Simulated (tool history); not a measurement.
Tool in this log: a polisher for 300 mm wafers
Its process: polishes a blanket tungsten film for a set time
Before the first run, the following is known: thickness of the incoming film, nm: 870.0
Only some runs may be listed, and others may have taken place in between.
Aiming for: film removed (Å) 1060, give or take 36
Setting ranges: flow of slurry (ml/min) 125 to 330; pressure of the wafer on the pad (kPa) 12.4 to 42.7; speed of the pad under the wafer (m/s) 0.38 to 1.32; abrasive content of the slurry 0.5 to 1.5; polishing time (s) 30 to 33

run	hour	flow of slurry (ml/min)	pressure of the wafer on the pad (kPa)	speed of the pad under the wafer (m/s)	abrasive content of the slurry	polishing time (s)	film removed (Å)
1	0	210	27.6	0.84	1	33	1525.4
2	1.4	210	26.2	0.84	1	33	1445.4
3	7.9	210	24.8	0.84	1	33	1410.7
4	16.5	210	19.3	0.84	1	33	1183.2
5	25.1	210	18.6	0.84	1	33	1155.9
6	27.5	210	25.5	0.84	1	33	1444.2
7	29.6	210	24.1	0.84	1	33	1378
8	37.1	210	22.8	0.84	1	33	1336.5
9	46	210	21.4	0.84	1	33	1262.3

Which one of the following 5 next-run settings gets every result inside its allowed miss? There is exactly one.
A	54.9	150	22.1	0.9	1.15	33	?
B	54.9	155	24.8	0.74	0.9	30	?
C	54.9	275	26.9	0.6	0.9	30	?
D	54.9	215	24.8	0.94	0.9	33	?
E	54.9	185	25.5	0.96	1.05	33	?

move	film removed (Å)
A	1387.2
B	1067.7
C	976.35
D	1528.6
E	1636.4
A: misses by more than the last run did
B: each result inside its tolerance
C: carries the result that was furthest off beyond its target, to the other side
D: misses by more than the last run did
E: misses by more than the last run did
So the answer is move B, the one that meets all the targets.
